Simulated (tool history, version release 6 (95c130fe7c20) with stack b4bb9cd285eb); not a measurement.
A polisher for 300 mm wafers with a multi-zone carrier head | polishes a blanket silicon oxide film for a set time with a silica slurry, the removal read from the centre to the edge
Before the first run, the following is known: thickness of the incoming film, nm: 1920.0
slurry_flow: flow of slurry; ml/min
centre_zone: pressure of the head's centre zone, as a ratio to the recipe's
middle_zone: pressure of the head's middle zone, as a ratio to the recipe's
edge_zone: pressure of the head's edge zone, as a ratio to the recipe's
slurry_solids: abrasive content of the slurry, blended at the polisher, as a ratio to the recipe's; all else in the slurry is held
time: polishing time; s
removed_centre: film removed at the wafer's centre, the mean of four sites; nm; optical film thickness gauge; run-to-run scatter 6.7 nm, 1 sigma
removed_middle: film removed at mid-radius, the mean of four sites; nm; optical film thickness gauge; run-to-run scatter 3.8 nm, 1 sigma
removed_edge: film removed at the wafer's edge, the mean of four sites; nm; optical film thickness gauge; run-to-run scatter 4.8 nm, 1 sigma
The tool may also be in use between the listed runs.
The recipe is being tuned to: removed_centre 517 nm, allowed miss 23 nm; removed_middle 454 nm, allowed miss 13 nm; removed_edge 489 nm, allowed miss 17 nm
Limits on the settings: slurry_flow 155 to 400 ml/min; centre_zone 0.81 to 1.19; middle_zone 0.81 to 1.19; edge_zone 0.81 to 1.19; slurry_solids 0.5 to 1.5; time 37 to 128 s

run	hour	slurry_flow	centre_zone	middle_zone	edge_zone	slurry_solids	time	removed_centre	removed_middle	removed_edge
1	0	255	1	1	1	1	82	421.78	420.53	415.02
2	7.6	255	1	1	1	1.2	82	465.28	460.98	463.34
3	15.5	255	1	1	1	1.1	82	450.98	444.84	441.35
4	17.5	255	1	1	0.94	1.1	82	452.63	443.01	426.35
5	22.5	230	1	1	0.94	1.1	82	444.14	431.66	426.39
6	29.6	230	1	1.08	0.94	1.1	82	432.87	459.75	423.33
7	32.1	230	1.03	1.05	0.99	1.15	82	458.37	462.18	445.47
8	37.8	230	1.05	1.03	1.02	1.2	82	479.58	461.82	464.32
9	45.3	230	1.07	1.02	1.04	1.2	82	496.55	462.7	464.56

Which single option among these 5 for the next run brings every result within its allowed miss of target? Just one does.
A	52.8	265	1.17	1.05	0.96	1.2	84	?	?	?
B	52.8	285	1.02	0.97	1.11	0.85	106	?	?	?
C	52.8	250	1.15	1.02	0.98	1.4	75	?	?	?
D	52.8	220	1.01	1.05	1.08	1.1	88	?	?	?
E	52.8	200	1.05	0.9	0.98	1.5	82	?	?	?

move	removed_centre	removed_middle	removed_edge
A	557.94	483.02	454.89
B	519.86	482.06	517
C	520.43	448.32	436.59
D	478.91	477	477.66
E	522.79	448.41	482.69
A: its largest miss is bigger than the last run's
B: moves the result that the last run missed by most past its target, out the other side
C: its largest miss is bigger than the last run's
D: gets the furthest-off result to its target, but another result is out of tolerance
E: hits every target within its allowed miss
E is the move that brings every result within its allowed miss.

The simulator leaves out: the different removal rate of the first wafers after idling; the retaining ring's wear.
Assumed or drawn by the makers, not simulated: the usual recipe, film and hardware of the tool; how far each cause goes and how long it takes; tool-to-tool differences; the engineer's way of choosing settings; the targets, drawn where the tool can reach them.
